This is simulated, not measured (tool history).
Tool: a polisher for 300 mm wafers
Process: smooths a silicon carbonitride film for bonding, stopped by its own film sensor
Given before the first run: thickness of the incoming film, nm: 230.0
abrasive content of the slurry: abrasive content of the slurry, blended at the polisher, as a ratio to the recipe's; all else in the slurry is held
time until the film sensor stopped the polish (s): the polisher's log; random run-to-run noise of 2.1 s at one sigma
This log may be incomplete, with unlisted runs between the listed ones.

run,hour,flow of slurry (ml/min),pressure of the wafer on the pad (psi),speed of the pad under the wafer (cm/s),abrasive content of the slurry,target thickness at which the film sensor stops the polish (angstrom),time until the film sensor stopped the polish (s)
1,0.0,190,2.3,80,1.0,1930,149.64
2,3.6,190,2.4,80,1.0,1930,150.95
3,5.8,160,2.4,80,1.0,1930,159.94
4,13.7,170,2.5,80,1.0,1930,148.24
5,22.4,170,2.1,80,1.0,1930,169.62
6,24.5,180,2.2,80,1.0,1930,159.96
7,25.6,190,2.3,80,1.0,1930,156.38

Run 8 has not been measured yet. What should we expect?
8,27.8,190,2.4,80,1.0,1930,?

time until the film sensor stopped the polish (s): 150.51
